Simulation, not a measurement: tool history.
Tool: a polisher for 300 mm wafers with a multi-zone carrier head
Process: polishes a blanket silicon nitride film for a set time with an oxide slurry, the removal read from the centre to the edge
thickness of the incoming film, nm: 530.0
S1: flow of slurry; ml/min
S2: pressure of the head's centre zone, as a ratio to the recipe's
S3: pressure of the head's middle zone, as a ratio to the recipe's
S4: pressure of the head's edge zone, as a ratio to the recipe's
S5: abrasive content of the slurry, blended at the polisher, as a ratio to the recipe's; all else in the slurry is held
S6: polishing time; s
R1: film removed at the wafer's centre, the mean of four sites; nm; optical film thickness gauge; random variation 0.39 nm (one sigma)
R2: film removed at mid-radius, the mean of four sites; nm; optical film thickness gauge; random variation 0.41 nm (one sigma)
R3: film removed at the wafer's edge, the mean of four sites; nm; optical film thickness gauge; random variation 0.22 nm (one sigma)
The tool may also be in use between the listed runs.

run,hour,S1,S2,S3,S4,S5,S6,R1,R2,R3
1,0.0,260,1.00,1.00,1.00,1.00,34,23.190,24.363,23.766
2,8.2,270,1.04,1.00,1.01,1.05,34,24.640,24.832,24.906
3,15.1,270,1.04,1.00,1.09,1.05,34,24.779,24.789,25.415
4,16.4,270,1.01,1.00,1.09,1.05,34,24.420,24.494,25.271
5,19.5,270,1.01,1.08,1.09,1.05,34,24.760,25.853,25.175
6,26.9,270,0.94,1.08,1.09,1.05,34,23.095,26.522,25.559
7,33.2,280,0.99,1.09,1.10,1.10,34,24.426,26.444,25.793
8,34.8,275,1.03,1.09,1.09,1.15,34,25.345,27.773,26.241

Forecast run 9:
9,43.4,295,1.06,1.08,1.08,1.10,35,?,?,?

{"run 9": {"R1": 26.76, "R2": 28.143, "R3": 26.625}}

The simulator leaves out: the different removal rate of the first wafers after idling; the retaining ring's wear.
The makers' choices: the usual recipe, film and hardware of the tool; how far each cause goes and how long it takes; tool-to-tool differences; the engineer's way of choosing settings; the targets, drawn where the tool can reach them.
